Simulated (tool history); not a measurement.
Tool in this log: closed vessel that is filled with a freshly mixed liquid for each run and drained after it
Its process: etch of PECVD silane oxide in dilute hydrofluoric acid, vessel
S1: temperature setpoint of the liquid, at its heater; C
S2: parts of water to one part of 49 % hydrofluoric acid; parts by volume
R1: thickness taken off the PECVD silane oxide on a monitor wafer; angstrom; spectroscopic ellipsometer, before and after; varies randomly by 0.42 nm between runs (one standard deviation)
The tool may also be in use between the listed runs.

Run 1, day 0: S1 24 C, S2 190 parts by volume, time in the liquid (s) 90. Result: R1 147.78 angstrom.
Run 2, day 0.054: S1 26 C, S2 145 parts by volume, time in the liquid (s) 90. Result: R1 217.37 angstrom.
Run 3, day 0.083: S1 27.5 C, S2 115 parts by volume, time in the liquid (s) 90. Result: R1 301.39 angstrom.
Run 4, day 0.246: S1 27.5 C, S2 115 parts by volume, time in the liquid (s) 95. Result: R1 320 angstrom.
Run 5, day 0.45: S1 27.5 C, S2 115 parts by volume, time in the liquid (s) 90. Result: R1 299.47 angstrom.
Run 6, day 0.612: S1 30 C, S2 115 parts by volume, time in the liquid (s) 90. Result: R1 329.39 angstrom.
Run 7, day 0.738: S1 30.5 C, S2 100 parts by volume, time in the liquid (s) 90. Result: R1 398.54 angstrom.

Estimate the outcome of run 8 from the log above:
Run 8, day 0.883: S1 31 C, S2 95 parts by volume, time in the liquid (s) 90. Result: R1 ?.

{"run 8": {"R1": 427.46}}
